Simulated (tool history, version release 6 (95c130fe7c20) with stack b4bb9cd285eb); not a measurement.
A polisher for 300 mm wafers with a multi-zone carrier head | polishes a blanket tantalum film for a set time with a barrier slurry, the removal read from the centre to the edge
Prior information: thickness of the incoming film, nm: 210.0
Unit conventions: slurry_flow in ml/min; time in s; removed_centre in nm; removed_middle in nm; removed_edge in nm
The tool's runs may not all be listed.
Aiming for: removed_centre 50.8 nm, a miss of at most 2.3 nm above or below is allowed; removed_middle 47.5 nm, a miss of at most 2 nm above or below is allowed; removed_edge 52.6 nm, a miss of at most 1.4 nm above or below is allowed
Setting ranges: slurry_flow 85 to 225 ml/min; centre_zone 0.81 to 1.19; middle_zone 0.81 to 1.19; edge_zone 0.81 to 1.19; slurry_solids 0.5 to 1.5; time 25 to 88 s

run    day  slurry_flow  centre_zone  middle_zone  edge_zone  slurry_solids  time  removed_centre  removed_middle  removed_edge
  1      0          145            1            1          1              1    56          60.053          60.648        60.945
  2  0.138          140         0.99         0.98       0.98           0.95    56          57.354          58.318        59.305
  3  0.433          135         0.99         0.96       0.96           0.95    56          55.609          57.248        58.733
  4  0.479          135         0.99         0.93       0.96           0.95    56          58.271          56.416        58.427
  5  0.638          130         0.98         0.91       0.96            0.9    56          54.301           52.37        56.721
  6  0.762          125         0.98          0.9       0.95            0.9    56          53.827          51.372        56.236
  7  0.867          120         0.98          0.9       0.94            0.9    56          55.256          51.427        55.459
  8  0.979          115         0.97          0.9       0.94            0.9    56          53.327          51.427        56.744
  9  1.229          115         0.97         0.89       0.93            0.9    56          53.146          50.512        56.075

Which single option among these 4 for the next run brings every result within its allowed miss of target? Just one does.
  A  1.479          140         1.07         0.99       0.81           0.95    51               ?               ?             ?
  B  1.479          115         0.96         0.97       0.88            0.9    54               ?               ?             ?
  C  1.479          100         0.91         0.87       0.96              1    59               ?               ?             ?
  D  1.479           85            1         0.89       0.92           0.75    61               ?               ?             ?

move  removed_centre  removed_middle  removed_edge
   A           56.12          54.077        49.739
   B          50.326          53.425        52.141
   C          53.038          54.499        60.902
   D          51.023          48.748        52.949
A: moves the result that the last run missed by most past its target, out the other side
B: brings the result that was furthest off to its target, and leaves another outside
C: its largest miss is bigger than the last run's
D: in spec on every target
D meets every target.
